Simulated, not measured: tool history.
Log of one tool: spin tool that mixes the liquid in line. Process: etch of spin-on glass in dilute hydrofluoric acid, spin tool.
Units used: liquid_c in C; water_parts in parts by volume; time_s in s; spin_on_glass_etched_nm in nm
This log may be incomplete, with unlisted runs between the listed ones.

run	hour	liquid_c	water_parts	time_s	spin_on_glass_etched_nm
1	0.0	22.0	105	100	29.770
2	1.3	23.5	105	100	31.440
3	5.1	24.5	105	100	32.781
4	7.8	26.5	105	100	35.793
5	10.9	27.0	105	100	36.022
6	17.2	27.5	105	100	37.232
7	26.1	28.0	105	100	37.917
8	34.8	28.5	105	100	38.472
9	36.1	30.0	90	100	48.674

Run 10 is up next; what results do you expect?
10	39.0	29.0	90	100	?

{"run 10": {"spin_on_glass_etched_nm": 46.655}}
